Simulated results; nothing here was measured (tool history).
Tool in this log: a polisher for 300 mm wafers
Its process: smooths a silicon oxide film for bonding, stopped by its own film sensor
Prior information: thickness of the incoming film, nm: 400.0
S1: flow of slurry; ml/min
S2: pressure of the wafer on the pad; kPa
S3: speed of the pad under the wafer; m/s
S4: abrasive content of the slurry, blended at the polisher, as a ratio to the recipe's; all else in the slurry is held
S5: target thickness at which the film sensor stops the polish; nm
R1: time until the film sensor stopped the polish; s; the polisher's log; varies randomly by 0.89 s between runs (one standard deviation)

run	hour	S1	S2	S3	S4	S5	R1
1	0.0	170	15.9	1.04	1.0	355	59.935
2	4.0	170	15.2	1.04	1.0	355	61.237
3	10.4	170	15.2	1.04	1.2	355	54.736
4	19.1	170	14.5	1.04	1.2	355	55.501
5	21.7	170	17.9	1.04	1.2	355	46.987
6	28.5	170	16.5	1.04	1.2	355	49.908
7	34.0	170	15.2	1.04	1.2	355	55.279
8	42.7	170	14.5	1.04	1.2	355	56.972
9	43.6	170	13.8	1.04	1.2	355	59.154
10	49.5	170	13.8	1.04	1.2	355	60.769

Run 11, settings as shown, results not yet in. Your forecast:
11	57.6	170	13.1	1.04	1.2	355	?

Run 11 came out at R1 63.108 s.
